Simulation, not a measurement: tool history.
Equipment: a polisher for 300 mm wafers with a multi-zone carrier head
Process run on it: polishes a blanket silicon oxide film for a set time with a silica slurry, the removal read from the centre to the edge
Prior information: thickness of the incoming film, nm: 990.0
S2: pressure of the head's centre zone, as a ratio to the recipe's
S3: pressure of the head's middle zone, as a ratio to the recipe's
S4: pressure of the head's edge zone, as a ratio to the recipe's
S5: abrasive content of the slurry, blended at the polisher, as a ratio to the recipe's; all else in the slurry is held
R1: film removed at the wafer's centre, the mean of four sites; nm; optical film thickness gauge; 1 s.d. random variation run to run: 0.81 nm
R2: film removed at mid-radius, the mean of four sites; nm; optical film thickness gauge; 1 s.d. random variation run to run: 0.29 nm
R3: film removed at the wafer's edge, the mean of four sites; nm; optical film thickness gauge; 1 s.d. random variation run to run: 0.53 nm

run 1 hour=0.0 | flow_of_slurry_(ml/min)=130 S2=1.00 S3=1.00 S4=1.00 S5=1.00 polishing_time_(s)=35 | R1=90.638 R2=88.183 R3=94.251
run 2 hour=1.4 | flow_of_slurry_(ml/min)=125 S2=1.02 S3=0.99 S4=0.96 S5=0.90 polishing_time_(s)=32 | R1=77.181 R2=72.838 R3=76.185
run 3 hour=3.5 | flow_of_slurry_(ml/min)=125 S2=1.02 S3=0.99 S4=0.96 S5=1.05 polishing_time_(s)=32 | R1=84.847 R2=82.206 R3=85.531
run 4 hour=11.3 | flow_of_slurry_(ml/min)=125 S2=1.02 S3=1.05 S4=0.96 S5=1.05 polishing_time_(s)=32 | R1=86.377 R2=84.826 R3=85.430
run 5 hour=13.1 | flow_of_slurry_(ml/min)=125 S2=1.02 S3=1.05 S4=0.96 S5=0.90 polishing_time_(s)=32 | R1=75.729 R2=75.839 R3=77.020
run 6 hour=20.9 | flow_of_slurry_(ml/min)=125 S2=1.02 S3=1.01 S4=0.96 S5=0.90 polishing_time_(s)=32 | R1=77.016 R2=74.875 R3=77.688

Run 7 is up next; what results do you expect?
run 7 hour=22.1 | flow_of_slurry_(ml/min)=120 S2=1.05 S3=0.99 S4=0.93 S5=0.80 polishing_time_(s)=31 | R1=? R2=? R3=?

Run 7 came out at R1 69.577 nm, R2 64.461 nm, R3 66.346 nm.

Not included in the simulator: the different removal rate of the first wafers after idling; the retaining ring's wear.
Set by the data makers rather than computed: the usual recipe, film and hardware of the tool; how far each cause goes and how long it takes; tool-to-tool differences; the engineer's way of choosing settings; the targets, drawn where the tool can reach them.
